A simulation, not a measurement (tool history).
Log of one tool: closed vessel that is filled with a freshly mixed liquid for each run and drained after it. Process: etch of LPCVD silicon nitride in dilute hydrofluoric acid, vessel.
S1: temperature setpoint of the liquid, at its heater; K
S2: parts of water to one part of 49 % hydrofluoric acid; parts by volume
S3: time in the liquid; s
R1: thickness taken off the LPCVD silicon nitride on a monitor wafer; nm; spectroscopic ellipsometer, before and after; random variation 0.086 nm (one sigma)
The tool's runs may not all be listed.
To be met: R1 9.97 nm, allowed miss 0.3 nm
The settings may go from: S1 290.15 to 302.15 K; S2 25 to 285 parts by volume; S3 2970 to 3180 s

run    day      S1   S2    S3      R1
  1      0  294.15  155  2970   8.385
  2  0.246  294.15  155  3180  9.1496
  3  0.512  292.15  155  3180  7.9966
  4  0.829  290.15  155  3180  7.0454
  5  0.879  291.65  155  3180  7.7228
  6  0.908  292.65  155  3180  8.1656
  7  1.171  292.65  155  3180  8.2308
  8  1.442  293.65  155  3180  8.6857
  9  1.583  296.15  155  3180  10.238

4 next moves are on the table. One of them brings every result within its allowed miss. Which?
  A  1.725  294.65  130  3125   ?
  B  1.725  298.15  170  3170   ?
  C  1.725  297.15  165  3080   ?
  D  1.725  293.15  120  3125   ?

move      R1
   A  10.957
   B  10.708
   C  10.054
   D  10.716
A: further off than the last run
B: further off than the last run
C: meets every target
D: further off than the last run
Move C is the one to make.
